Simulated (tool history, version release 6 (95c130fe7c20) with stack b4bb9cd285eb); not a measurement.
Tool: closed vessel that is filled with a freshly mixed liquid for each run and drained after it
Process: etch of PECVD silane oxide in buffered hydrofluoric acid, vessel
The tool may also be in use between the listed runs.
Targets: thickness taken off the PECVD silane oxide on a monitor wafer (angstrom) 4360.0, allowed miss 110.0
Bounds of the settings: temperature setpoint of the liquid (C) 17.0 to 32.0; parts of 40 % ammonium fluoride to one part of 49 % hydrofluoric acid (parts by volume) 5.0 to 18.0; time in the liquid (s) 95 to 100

| run | day | temperature setpoint of the liquid (C) | parts of 40 % ammonium fluoride to one part of 49 % hydrofluoric acid (parts by volume) | time in the liquid (s) | thickness taken off the PECVD silane oxide on a monitor wafer (angstrom) |
|---|---|---|---|---|---|
| 1 | 0.000 | 24.0 | 11.0 | 95 | 3435.8 |
| 2 | 0.133 | 25.0 | 11.0 | 95 | 3634.5 |
| 3 | 0.208 | 23.5 | 11.0 | 95 | 3340.2 |
| 4 | 0.279 | 20.0 | 11.0 | 95 | 2764.7 |
| 5 | 0.646 | 20.0 | 11.0 | 95 | 2759.7 |
| 6 | 0.683 | 20.0 | 11.0 | 100 | 2913.0 |
| 7 | 0.875 | 21.5 | 11.0 | 100 | 3161.2 |
|  | 0.954 | thermometer replaced |
| 8 | 0.954 | 22.5 | 11.0 | 100 | 3124.4 |
| 9 | 1.075 | 24.0 | 11.0 | 100 | 3401.6 |
| 10 | 1.246 | 25.0 | 11.0 | 100 | 3636.4 |
| 11 | 1.617 | 25.5 | 11.0 | 100 | 3712.1 |
| 12 | 1.858 | 26.0 | 11.0 | 100 | 3827.9 |
| 13 | 2.096 | 26.5 | 11.0 | 100 | 3885.7 |
| 14 | 2.233 | 26.5 | 11.0 | 100 | 3888.9 |

5 next moves are on the table. One of them brings every result within its allowed miss. Which?
| A | 2.371 | 25.5 | 8.5 | 100 | ? |
| B | 2.371 | 28.5 | 10.5 | 100 | ? |
| C | 2.371 | 28.5 | 11.0 | 100 | ? |
| D | 2.371 | 24.5 | 11.0 | 100 | ? |
| E | 2.371 | 24.5 | 8.0 | 100 | ? |

| move | thickness taken off the PECVD silane oxide on a monitor wafer (angstrom) |
|---|---|
| A | 4616.9 |
| B | 4546.8 |
| C | 4345.6 |
| D | 3506.2 |
| E | 4670.6 |
A: takes the result that was furthest off past its target
B: takes the result that was furthest off past its target
C: meets every target
D: further off than the last run
E: takes the result that was furthest off past its target
Move C is the one to make.
